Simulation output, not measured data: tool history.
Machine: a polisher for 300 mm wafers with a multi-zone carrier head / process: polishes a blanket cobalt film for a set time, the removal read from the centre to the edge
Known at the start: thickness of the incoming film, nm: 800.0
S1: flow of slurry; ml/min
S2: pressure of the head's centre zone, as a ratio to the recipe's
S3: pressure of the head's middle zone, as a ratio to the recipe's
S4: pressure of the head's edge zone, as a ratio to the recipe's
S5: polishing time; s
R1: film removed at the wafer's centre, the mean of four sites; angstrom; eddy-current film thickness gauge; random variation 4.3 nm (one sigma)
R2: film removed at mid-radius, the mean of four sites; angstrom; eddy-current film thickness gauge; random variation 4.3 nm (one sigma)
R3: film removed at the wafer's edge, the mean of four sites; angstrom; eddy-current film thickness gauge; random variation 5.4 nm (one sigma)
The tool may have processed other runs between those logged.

run  hour   S1    S2    S3    S4  S5      R1      R2      R3
  1     0  145     1     1     1  44  2889.9  2795.5  2880.3
  2   7.4  145  1.06     1     1  44  3057.2  2782.9  2858.6
  3  14.2  165  1.06     1     1  44  3105.4  2827.5  2864.4
  4  16.5  165  1.06     1     1  53  3850.2  3396.9    3508
  5    22  165  1.03  1.01  1.02  53    3766  3430.6  3467.6
  6  29.3  165  1.03  1.01  0.98  53  3673.6  3398.7  3412.9
  7  33.1  155     1  1.02     1  54  3620.1  3508.1  3503.8
  8  40.2  150  0.98  1.02  1.01  55  3560.9    3530  3603.4
  9  43.7  145  0.96  1.03  1.02  56  3510.2  3657.7  3583.7
 10  45.9  140  0.94  1.02  1.03  57  3592.9  3651.3  3710.9
 11  52.5  135  0.92  1.03  1.05  57    3397  3671.8    3678
 12  58.9  135  0.91  1.03  1.06  58  3430.4  3667.1  3750.9

Forecast run 13:
     64.9  -- worn pad replaced by a new one
 13  64.9  135  0.9  1.03  1.07  59   ?   ?   ?

Logged for run 13: R1 3781.6 angstrom, R2 4051 angstrom, R3 4259.4 angstrom.
